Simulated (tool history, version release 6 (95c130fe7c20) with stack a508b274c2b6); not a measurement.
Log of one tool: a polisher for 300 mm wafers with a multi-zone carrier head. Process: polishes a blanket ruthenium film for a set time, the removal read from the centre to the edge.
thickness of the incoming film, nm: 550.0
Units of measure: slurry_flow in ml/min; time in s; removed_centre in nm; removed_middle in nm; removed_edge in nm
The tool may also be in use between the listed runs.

Run 1, hour 0.0: slurry_flow 245 ml/min, centre_zone 1.00, middle_zone 1.00, edge_zone 1.00, time 75 s. Result: removed_centre 88.962 nm, removed_middle 88.871 nm, removed_edge 89.692 nm.
Run 2, hour 3.8: slurry_flow 245 ml/min, centre_zone 1.00, middle_zone 1.00, edge_zone 0.96, time 75 s. Result: removed_centre 88.269 nm, removed_middle 87.649 nm, removed_edge 88.913 nm.
Run 3, hour 6.6: slurry_flow 245 ml/min, centre_zone 1.00, middle_zone 0.97, edge_zone 0.96, time 75 s. Result: removed_centre 89.316 nm, removed_middle 88.974 nm, removed_edge 87.667 nm.
Run 4, hour 15.3: slurry_flow 255 ml/min, centre_zone 1.00, middle_zone 0.98, edge_zone 0.95, time 82 s. Result: removed_centre 97.543 nm, removed_middle 96.695 nm, removed_edge 98.223 nm.
Run 5, hour 24.2: slurry_flow 255 ml/min, centre_zone 1.04, middle_zone 0.98, edge_zone 0.95, time 82 s. Result: removed_centre 101.400 nm, removed_middle 97.888 nm, removed_edge 97.109 nm.
Run 6, hour 29.2: slurry_flow 265 ml/min, centre_zone 1.06, middle_zone 1.01, edge_zone 0.96, time 87 s. Result: removed_centre 107.260 nm, removed_middle 105.960 nm, removed_edge 103.120 nm.
Run 7, hour 36.7: slurry_flow 270 ml/min, centre_zone 1.07, middle_zone 1.02, edge_zone 0.96, time 91 s. Result: removed_centre 115.880 nm, removed_middle 112.970 nm, removed_edge 109.720 nm.
Run 8, hour 44.6: slurry_flow 275 ml/min, centre_zone 1.08, middle_zone 1.03, edge_zone 0.97, time 94 s. Result: removed_centre 121.740 nm, removed_middle 115.540 nm, removed_edge 112.770 nm.
Run 9, hour 47.6: slurry_flow 275 ml/min, centre_zone 1.07, middle_zone 1.04, edge_zone 0.96, time 97 s. Result: removed_centre 126.680 nm, removed_middle 119.730 nm, removed_edge 115.480 nm.
Run 10, hour 48.4: slurry_flow 290 ml/min, centre_zone 1.05, middle_zone 1.07, edge_zone 0.98, time 99 s. Result: removed_centre 126.580 nm, removed_middle 125.940 nm, removed_edge 120.560 nm.
Run 11, hour 51.8: slurry_flow 295 ml/min, centre_zone 1.05, middle_zone 1.08, edge_zone 0.99, time 100 s. Result: removed_centre 128.510 nm, removed_middle 130.380 nm, removed_edge 123.530 nm.
Run 12, hour 52.7: slurry_flow 300 ml/min, centre_zone 1.06, middle_zone 1.08, edge_zone 1.00, time 101 s. Result: removed_centre 131.560 nm, removed_middle 131.550 nm, removed_edge 122.580 nm.
Run 13, hour 53.3: slurry_flow 300 ml/min, centre_zone 1.06, middle_zone 1.08, edge_zone 1.00, time 102 s. Result: removed_centre 129.860 nm, removed_middle 131.360 nm, removed_edge 124.300 nm.

Expected results for the next run?
Run 14, hour 61.6: slurry_flow 300 ml/min, centre_zone 1.06, middle_zone 1.08, edge_zone 1.00, time 102 s. Result: removed_centre ?, removed_middle ?, removed_edge ?.

removed_centre: 130.470 nm
removed_middle: 131.380 nm
removed_edge: 123.950 nm
